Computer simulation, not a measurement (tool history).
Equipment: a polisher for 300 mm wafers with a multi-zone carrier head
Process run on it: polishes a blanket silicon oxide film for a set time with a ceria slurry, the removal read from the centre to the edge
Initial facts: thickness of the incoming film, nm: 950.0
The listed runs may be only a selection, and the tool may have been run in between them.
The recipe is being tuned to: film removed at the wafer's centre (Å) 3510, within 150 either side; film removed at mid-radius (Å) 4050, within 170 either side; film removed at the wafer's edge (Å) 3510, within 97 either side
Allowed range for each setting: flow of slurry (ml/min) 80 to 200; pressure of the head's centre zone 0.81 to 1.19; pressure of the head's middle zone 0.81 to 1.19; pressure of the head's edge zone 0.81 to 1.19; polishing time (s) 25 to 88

| run | hour | flow of slurry (ml/min) | pressure of the head's centre zone | pressure of the head's middle zone | pressure of the head's edge zone | polishing time (s) | film removed at the wafer's centre (Å) | film removed at mid-radius (Å) | film removed at the wafer's edge (Å) |
|---|---|---|---|---|---|---|---|---|---|
| 1 | 0 | 130 | 1 | 1 | 1 | 56 | 2583.2 | 2614.7 | 2530.2 |
| 2 | 2.4 | 140 | 1 | 1.03 | 1.02 | 58 | 2710.6 | 2775.3 | 2756 |
| 3 | 3.2 | 145 | 1 | 1.06 | 1 | 61 | 2858.4 | 2973.9 | 2812.9 |
| 4 | 9.5 | 145 | 1 | 1.06 | 1 | 51 | 2381.9 | 2567.4 | 2388.5 |
| 5 | 17.7 | 155 | 1 | 1.09 | 1 | 55 | 2593.7 | 2816.3 | 2623.4 |
| 6 | 26.2 | 155 | 1 | 1.09 | 1.07 | 55 | 2693.8 | 2787.2 | 2631 |
| 7 | 35 | 160 | 1 | 1.11 | 1.05 | 58 | 2797.3 | 3053.8 | 2794.6 |
| 8 | 38.3 | 165 | 1 | 1.12 | 1.05 | 60 | 2829.7 | 3136.2 | 2938.2 |
| 9 | 46.4 | 165 | 1.02 | 1.13 | 1.03 | 62 | 3096.8 | 3280.3 | 2980.4 |
| 10 | 52.5 | 170 | 1.01 | 1.14 | 1.02 | 64 | 3200 | 3398.8 | 3112.4 |
| 11 | 57.5 | 175 | 0.95 | 1.19 | 0.94 | 74 | 3450 | 4173.3 | 3394.8 |

Of the 5 settings listed for the next run, only one would bring every result within its allowed miss of target. Which one?
| A | 62.5 | 170 | 0.96 | 1.15 | 0.98 | 75 | ? | ? | ? |
| B | 62.5 | 180 | 0.89 | 1.19 | 0.86 | 78 | ? | ? | ? |
| C | 62.5 | 155 | 0.89 | 1.19 | 0.84 | 82 | ? | ? | ? |
| D | 62.5 | 200 | 1.03 | 1.19 | 0.81 | 71 | ? | ? | ? |
| E | 62.5 | 180 | 1.01 | 1.19 | 0.92 | 71 | ? | ? | ? |

| move | film removed at the wafer's centre (Å) | film removed at mid-radius (Å) | film removed at the wafer's edge (Å) |
|---|---|---|---|
| A | 3568 | 4128.9 | 3528.3 |
| B | 3503.1 | 4452.2 | 3483 |
| C | 3579.7 | 4563.8 | 3558.8 |
| D | 3703.8 | 4114.8 | 3126.6 |
| E | 3574.6 | 4050 | 3265.9 |
A: every result lands within tolerance
B: puts the biggest miss on target and leaves a different result outside tolerance
C: puts the biggest miss on target and leaves a different result outside tolerance
D: misses by more than the last run did
E: misses by more than the last run did
The move that meets every target is A.

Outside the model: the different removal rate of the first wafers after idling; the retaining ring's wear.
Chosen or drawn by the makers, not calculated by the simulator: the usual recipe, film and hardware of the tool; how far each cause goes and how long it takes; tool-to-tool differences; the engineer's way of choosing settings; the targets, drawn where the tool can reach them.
